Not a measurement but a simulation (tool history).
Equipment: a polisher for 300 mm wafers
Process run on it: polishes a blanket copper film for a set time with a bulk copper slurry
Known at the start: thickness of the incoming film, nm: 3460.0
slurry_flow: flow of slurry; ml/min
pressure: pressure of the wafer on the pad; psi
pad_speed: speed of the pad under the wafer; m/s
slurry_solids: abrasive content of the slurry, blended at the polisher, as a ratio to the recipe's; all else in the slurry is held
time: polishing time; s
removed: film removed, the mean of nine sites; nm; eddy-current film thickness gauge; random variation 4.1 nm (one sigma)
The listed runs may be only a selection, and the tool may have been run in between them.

run  hour  slurry_flow  pressure  pad_speed  slurry_solids  time  removed
  1   0.0          170       1.8       1.08            1.0    76   403.15
  2   9.0          175       1.9       1.08            1.0    76   435.69
  3  11.9          175       1.9       1.08            1.1    76   446.50
  4  20.1          175       1.9       0.98            1.1    76   402.78
  5  21.9          200       1.9       0.98            1.1    76   406.40
  6  29.3          200       2.3       0.98            1.1    76   495.00
  7  37.3          200       2.4       0.98            1.1    76   512.93

Run 8 comes next. What will it give?
     38.3  -- slurry blender recalibrated
  8  38.3          200       2.5       0.98            1.1    76        ?

Run 8 gave removed 567.88 nm.
